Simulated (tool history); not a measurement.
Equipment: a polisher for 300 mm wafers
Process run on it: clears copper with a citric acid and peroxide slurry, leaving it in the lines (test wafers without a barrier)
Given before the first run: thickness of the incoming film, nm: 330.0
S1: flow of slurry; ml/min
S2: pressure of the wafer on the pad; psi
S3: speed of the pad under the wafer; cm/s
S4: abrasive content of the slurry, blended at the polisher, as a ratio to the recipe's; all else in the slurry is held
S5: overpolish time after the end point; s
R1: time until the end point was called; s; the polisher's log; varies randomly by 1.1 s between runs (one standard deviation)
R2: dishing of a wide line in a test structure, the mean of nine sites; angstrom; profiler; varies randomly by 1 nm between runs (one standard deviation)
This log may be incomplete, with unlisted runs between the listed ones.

run 1 hour=0 | S1=265 S2=4 S3=124 S4=1 S5=15 | R1=86.213 R2=335.95
run 2 hour=5.3 | S1=265 S2=4 S3=102 S4=1 S5=15 | R1=99.541 R2=297.96
run 3 hour=12 | S1=315 S2=4 S3=102 S4=1 S5=15 | R1=99.885 R2=295.88
run 4 hour=20.8 | S1=315 S2=3.1 S3=102 S4=1 S5=15 | R1=126.49 R2=238.94
run 5 hour=26.2 | S1=365 S2=3.1 S3=102 S4=1 S5=15 | R1=124.07 R2=257.1
run 6 hour=27.1 | S1=365 S2=3.6 S3=104 S4=1 S5=15 | R1=105.57 R2=280.86

Estimate the outcome of run 7 from the log above:
run 7 hour=29.2 | S1=365 S2=4 S3=106 S4=1 S5=16 | R1=? R2=?

{"run 7": {"R1": 95.544, "R2": 327.61}}
